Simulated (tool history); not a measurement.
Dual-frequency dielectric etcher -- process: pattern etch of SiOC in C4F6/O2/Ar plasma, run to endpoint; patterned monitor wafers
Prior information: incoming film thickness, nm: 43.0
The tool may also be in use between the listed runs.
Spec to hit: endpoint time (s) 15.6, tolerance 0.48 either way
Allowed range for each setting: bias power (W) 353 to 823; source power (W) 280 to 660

run,hour,bias power (W),source power (W),endpoint time (s)
1,0,588,470,13.357
2,3.4,588,380,14.469
3,5.9,570,370,14.775
4,14.7,557,370,14.88
5,16.1,651,370,13.961
6,23.1,625,360,14.208
7,30.8,604,350,14.679
8,33.9,590,350,14.78
9,36.3,520,320,16.313
10,44.8,529,320,16.284

Exercise: of the 5 proposed moves below, exactly one satisfies all targets within the stated allowed misses. Which move is it?
A,53.3,499,300,?
B,53.3,436,480,?
C,53.3,509,280,?
D,53.3,481,280,?
E,53.3,485,280,?

move,endpoint time (s)
A,17.208
B,15.802
C,17.411
D,17.947
E,17.867
A: misses by more than the last run did
B: each result inside its tolerance
C: misses by more than the last run did
D: misses by more than the last run did
E: misses by more than the last run did
The move that meets every target is B.

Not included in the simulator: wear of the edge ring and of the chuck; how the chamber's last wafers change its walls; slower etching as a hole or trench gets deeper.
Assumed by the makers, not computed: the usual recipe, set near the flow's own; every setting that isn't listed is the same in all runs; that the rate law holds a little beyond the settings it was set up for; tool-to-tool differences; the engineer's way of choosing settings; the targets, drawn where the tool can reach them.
